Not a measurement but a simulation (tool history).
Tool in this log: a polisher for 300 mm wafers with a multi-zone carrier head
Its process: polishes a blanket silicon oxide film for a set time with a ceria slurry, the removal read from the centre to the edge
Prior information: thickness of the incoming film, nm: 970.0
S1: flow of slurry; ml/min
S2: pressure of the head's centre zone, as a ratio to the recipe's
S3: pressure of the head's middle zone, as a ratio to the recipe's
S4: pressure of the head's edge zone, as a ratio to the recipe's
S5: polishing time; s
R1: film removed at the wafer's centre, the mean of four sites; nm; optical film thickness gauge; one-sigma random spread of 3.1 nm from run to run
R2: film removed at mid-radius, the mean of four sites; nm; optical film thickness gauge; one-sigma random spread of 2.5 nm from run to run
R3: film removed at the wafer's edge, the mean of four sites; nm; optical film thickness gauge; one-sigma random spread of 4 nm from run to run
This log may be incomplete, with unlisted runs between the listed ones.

run	hour	S1	S2	S3	S4	S5	R1	R2	R3
1	0	135	1	1	1	87	272.97	307.48	316.98
2	7.5	150	1.04	0.98	0.99	91	302.75	322.09	336.1
3	15.6	160	1.07	0.95	0.96	96	334.71	332.77	349.43
4	20.6	170	1.1	0.94	0.96	99	362.54	341.92	361.88
5	22.3	175	1.12	0.93	0.96	102	378.14	353.41	370.39
6	28.6	180	1.14	0.91	0.96	105	398.05	360.39	389.67
7	33.4	185	1.15	0.9	0.94	107	416.37	362.95	397.06
8	35.2	190	1.16	0.9	0.93	108	424.5	369.93	397.25

Estimate the outcome of run 9 from the log above:
9	41.2	195	1.17	0.89	0.92	109	?	?	?

R1: 432.95 nm
R2: 368.71 nm
R3: 396.52 nm
